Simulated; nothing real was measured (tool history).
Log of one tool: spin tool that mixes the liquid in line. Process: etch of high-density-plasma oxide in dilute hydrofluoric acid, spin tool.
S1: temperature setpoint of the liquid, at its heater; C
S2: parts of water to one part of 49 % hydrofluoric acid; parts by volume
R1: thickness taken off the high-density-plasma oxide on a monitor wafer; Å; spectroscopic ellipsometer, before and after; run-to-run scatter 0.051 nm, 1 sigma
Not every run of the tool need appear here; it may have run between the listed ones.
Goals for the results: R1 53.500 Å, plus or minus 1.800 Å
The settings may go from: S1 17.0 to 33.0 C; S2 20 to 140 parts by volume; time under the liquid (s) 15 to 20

Run 1, hour 0.0: S1 25.0 C, S2 75 parts by volume, time under the liquid (s) 20. Result: R1 18.694 Å.
Run 2, hour 7.0: S1 25.0 C, S2 90 parts by volume, time under the liquid (s) 20. Result: R1 15.368 Å.
Run 3, hour 14.6: S1 22.0 C, S2 90 parts by volume, time under the liquid (s) 20. Result: R1 13.703 Å.
Run 4, hour 16.1: S1 22.0 C, S2 115 parts by volume, time under the liquid (s) 20. Result: R1 10.436 Å.
Run 5, hour 20.7: S1 24.5 C, S2 95 parts by volume, time under the liquid (s) 20. Result: R1 14.234 Å.
Run 6, hour 22.1: S1 24.5 C, S2 95 parts by volume, time under the liquid (s) 15. Result: R1 10.505 Å.
Run 7, hour 26.9: S1 23.0 C, S2 80 parts by volume, time under the liquid (s) 15. Result: R1 12.372 Å.
Run 8, hour 28.6: S1 25.0 C, S2 65 parts by volume, time under the liquid (s) 15. Result: R1 16.579 Å.
Run 9, hour 30.4: S1 27.0 C, S2 55 parts by volume, time under the liquid (s) 15. Result: R1 21.607 Å.
Run 10, hour 38.3: S1 27.0 C, S2 55 parts by volume, time under the liquid (s) 15. Result: R1 21.602 Å.
Run 11, hour 41.7: S1 28.5 C, S2 45 parts by volume, time under the liquid (s) 15. Result: R1 27.979 Å.
Run 12, hour 45.8: S1 32.5 C, S2 20 parts by volume, time under the liquid (s) 15. Result: R1 79.165 Å.
Run 13, hour 52.6: S1 32.0 C, S2 20 parts by volume, time under the liquid (s) 15. Result: R1 75.903 Å.
Run 14, hour 54.9: S1 31.5 C, S2 20 parts by volume, time under the liquid (s) 15. Result: R1 74.355 Å.
Run 15, hour 61.7: S1 30.5 C, S2 20 parts by volume, time under the liquid (s) 15. Result: R1 72.162 Å.
Run 16, hour 69.5: S1 29.5 C, S2 20 parts by volume, time under the liquid (s) 15. Result: R1 68.879 Å.
Run 17, hour 71.5: S1 28.0 C, S2 20 parts by volume, time under the liquid (s) 15. Result: R1 64.277 Å.
Run 18, hour 79.3: S1 27.0 C, S2 20 parts by volume, time under the liquid (s) 15. Result: R1 62.915 Å.
Run 19, hour 88.0: S1 26.0 C, S2 20 parts by volume, time under the liquid (s) 15. Result: R1 60.787 Å.
Run 20, hour 89.2: S1 25.0 C, S2 20 parts by volume, time under the liquid (s) 15. Result: R1 58.075 Å.
Run 21, hour 93.5: S1 24.5 C, S2 20 parts by volume, time under the liquid (s) 15. Result: R1 55.640 Å.

Pick the move, out of 4, that brings all results within their allowed miss; only one does.
Run A, hour 97.8: S1 25.5 C, S2 20 parts by volume, time under the liquid (s) 15. Result: R1 ?.
Run B, hour 97.8: S1 24.5 C, S2 25 parts by volume, time under the liquid (s) 20. Result: R1 ?.
Run C, hour 97.8: S1 23.5 C, S2 20 parts by volume, time under the liquid (s) 15. Result: R1 ?.
Run D, hour 97.8: S1 25.0 C, S2 20 parts by volume, time under the liquid (s) 15. Result: R1 ?.

move      R1
   A  57.890
   B  58.807
   C  53.218
   D  56.691
A: further off than the last run
B: further off than the last run
C: all results in spec
D: further off than the last run
C meets every target.
